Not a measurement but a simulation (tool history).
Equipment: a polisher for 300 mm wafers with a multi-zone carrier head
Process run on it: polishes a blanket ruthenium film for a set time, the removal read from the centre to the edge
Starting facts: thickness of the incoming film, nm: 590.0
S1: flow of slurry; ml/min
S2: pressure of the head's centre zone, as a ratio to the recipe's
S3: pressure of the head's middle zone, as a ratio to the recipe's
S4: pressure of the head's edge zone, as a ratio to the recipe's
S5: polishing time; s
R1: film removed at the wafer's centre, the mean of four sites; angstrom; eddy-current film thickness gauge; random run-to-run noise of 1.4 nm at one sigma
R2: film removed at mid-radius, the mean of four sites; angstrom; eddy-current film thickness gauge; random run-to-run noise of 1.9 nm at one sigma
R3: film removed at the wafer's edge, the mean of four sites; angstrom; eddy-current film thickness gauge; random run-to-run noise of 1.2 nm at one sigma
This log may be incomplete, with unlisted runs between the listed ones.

run,hour,S1,S2,S3,S4,S5,R1,R2,R3
1,0,130,1,1,1,81,1086.3,1075.3,1059.6
2,5,135,0.98,1.02,1.03,83,1091.9,1113.4,1123.1
3,11.2,140,0.97,1.05,1.05,84,1116,1170.5,1130.3
4,12.8,140,1.05,1.05,1.05,84,1190.3,1145.6,1134.6
5,15.8,145,1.02,1.06,1.07,85,1158.3,1177.1,1149.6
6,23.9,150,1,1.07,1.09,87,1216.2,1256.6,1218.6
7,28.9,155,0.98,1.07,1.11,87,1197.6,1242.2,1217
8,36.4,155,0.96,1.08,1.12,88,1155.9,1288.5,1236.6

The next listed run, before its measurement:
9,43.5,160,0.95,1.08,1.13,89,?,?,?

Run 9 gave R1 1188.1 angstrom, R2 1328.5 angstrom, R3 1287.6 angstrom.

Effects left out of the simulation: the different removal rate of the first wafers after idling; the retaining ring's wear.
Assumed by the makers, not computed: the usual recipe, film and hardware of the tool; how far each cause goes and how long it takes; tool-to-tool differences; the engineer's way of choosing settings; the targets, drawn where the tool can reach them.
